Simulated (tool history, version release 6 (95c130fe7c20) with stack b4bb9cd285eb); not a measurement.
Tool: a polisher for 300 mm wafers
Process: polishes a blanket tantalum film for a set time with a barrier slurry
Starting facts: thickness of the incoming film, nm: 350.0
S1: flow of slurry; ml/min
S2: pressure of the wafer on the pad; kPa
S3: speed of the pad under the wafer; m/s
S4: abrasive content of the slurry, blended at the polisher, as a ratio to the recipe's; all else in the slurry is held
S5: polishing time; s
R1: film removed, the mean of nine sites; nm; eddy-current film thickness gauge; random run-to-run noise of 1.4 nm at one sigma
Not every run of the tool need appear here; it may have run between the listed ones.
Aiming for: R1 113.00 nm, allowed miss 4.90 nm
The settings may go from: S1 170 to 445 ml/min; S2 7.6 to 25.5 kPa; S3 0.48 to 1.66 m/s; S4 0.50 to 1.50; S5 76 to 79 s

| run | hour | S1 | S2 | S3 | S4 | S5 | R1 |
|---|---|---|---|---|---|---|---|
| 1 | 0.0 | 285 | 16.5 | 1.06 | 1.00 | 76 | 186.81 |
| 2 | 9.0 | 285 | 16.5 | 1.18 | 1.00 | 76 | 202.72 |
| 3 | 11.0 | 285 | 16.5 | 1.18 | 1.10 | 76 | 209.63 |
| 4 | 17.3 | 285 | 15.2 | 1.16 | 1.10 | 76 | 190.11 |
| 5 | 24.6 | 285 | 14.5 | 1.14 | 1.10 | 76 | 185.00 |
| 6 | 28.5 | 285 | 14.5 | 1.14 | 1.10 | 76 | 180.63 |
| 7 | 33.8 | 285 | 10.3 | 1.06 | 1.10 | 76 | 140.42 |
| 8 | 36.4 | 285 | 9.7 | 1.04 | 1.10 | 76 | 132.89 |
| 9 | 42.8 | 285 | 9.7 | 1.04 | 1.10 | 76 | 130.51 |
| 10 | 43.7 | 285 | 8.3 | 1.02 | 1.10 | 76 | 119.08 |

Exercise: of the 4 proposed moves below, exactly one satisfies all targets within the stated allowed misses. Which move is it?
| A | 44.6 | 300 | 7.6 | 0.92 | 1.20 | 76 | ? |
| B | 44.6 | 285 | 8.3 | 0.86 | 1.05 | 76 | ? |
| C | 44.6 | 195 | 8.3 | 0.94 | 1.30 | 79 | ? |
| D | 44.6 | 260 | 7.6 | 0.90 | 1.10 | 79 | ? |

| move | R1 |
|---|---|
| A | 105.84 |
| B | 100.44 |
| C | 112.89 |
| D | 104.29 |
A: pushes the last run's worst result past its target
B: pushes the last run's worst result past its target
C: meets every target
D: pushes the last run's worst result past its target
Move C is the one to make.

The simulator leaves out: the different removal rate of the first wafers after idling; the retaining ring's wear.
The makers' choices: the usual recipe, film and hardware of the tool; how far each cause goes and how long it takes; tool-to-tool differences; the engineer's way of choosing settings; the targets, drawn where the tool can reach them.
